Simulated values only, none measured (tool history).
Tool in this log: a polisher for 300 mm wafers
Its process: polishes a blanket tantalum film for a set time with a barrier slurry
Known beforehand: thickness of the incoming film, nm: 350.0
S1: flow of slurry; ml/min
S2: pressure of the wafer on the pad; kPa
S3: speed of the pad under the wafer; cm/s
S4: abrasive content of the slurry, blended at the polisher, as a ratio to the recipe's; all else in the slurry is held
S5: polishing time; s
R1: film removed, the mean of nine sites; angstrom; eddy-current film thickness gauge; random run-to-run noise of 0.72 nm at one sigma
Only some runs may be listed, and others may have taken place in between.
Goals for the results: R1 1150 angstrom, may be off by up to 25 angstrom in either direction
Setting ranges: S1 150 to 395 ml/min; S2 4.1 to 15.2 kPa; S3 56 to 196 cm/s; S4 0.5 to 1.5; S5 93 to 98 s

| run | hour | S1 | S2 | S3 | S4 | S5 | R1 |
|---|---|---|---|---|---|---|---|
| 1 | 0 | 250 | 9.7 | 126 | 1 | 93 | 1276.2 |
| 2 | 0.9 | 250 | 9.7 | 126 | 1 | 98 | 1329.5 |
| 3 | 6.9 | 250 | 9.7 | 126 | 0.9 | 98 | 1310.9 |
| 4 | 12.6 | 250 | 9.7 | 126 | 1.05 | 98 | 1333.4 |
| 5 | 15.4 | 245 | 9.7 | 126 | 1.05 | 98 | 1355.6 |
| 6 | 18.6 | 245 | 9.7 | 126 | 0.85 | 98 | 1281.1 |
| 7 | 21 | 240 | 9.7 | 126 | 0.85 | 98 | 1266.8 |
|  | 28.7 | head pressure recalibrated |
| 8 | 28.7 | 230 | 9.7 | 126 | 0.85 | 98 | 1464.2 |
| 9 | 34.4 | 235 | 9.7 | 126 | 0.85 | 98 | 1451 |
| 10 | 38.6 | 245 | 9.7 | 126 | 0.85 | 98 | 1453.8 |
| 11 | 39.3 | 240 | 9.7 | 126 | 0.85 | 98 | 1465.8 |
| 12 | 48.3 | 255 | 9.7 | 126 | 0.85 | 98 | 1454.2 |
| 13 | 55.4 | 255 | 6.9 | 126 | 0.85 | 98 | 1056.5 |

Exactly one of the 5 candidate moves below puts every result within its allowed miss. Which one?
| A | 62.5 | 225 | 6.9 | 106 | 0.95 | 95 | ? |
| B | 62.5 | 280 | 9.7 | 68 | 0.95 | 93 | ? |
| C | 62.5 | 305 | 7.6 | 116 | 0.85 | 98 | ? |
| D | 62.5 | 220 | 8.3 | 120 | 0.85 | 94 | ? |
| E | 62.5 | 200 | 7.6 | 122 | 0.7 | 93 | ? |

| move | R1 |
|---|---|
| A | 906.89 |
| B | 914.3 |
| C | 1093.3 |
| D | 1142 |
| E | 994.62 |
A: moves away from the targets compared with the last run
B: moves away from the targets compared with the last run
C: nearer the targets than the last run, but a result is still out of spec
D: each result inside its tolerance
E: moves away from the targets compared with the last run
D meets every target.

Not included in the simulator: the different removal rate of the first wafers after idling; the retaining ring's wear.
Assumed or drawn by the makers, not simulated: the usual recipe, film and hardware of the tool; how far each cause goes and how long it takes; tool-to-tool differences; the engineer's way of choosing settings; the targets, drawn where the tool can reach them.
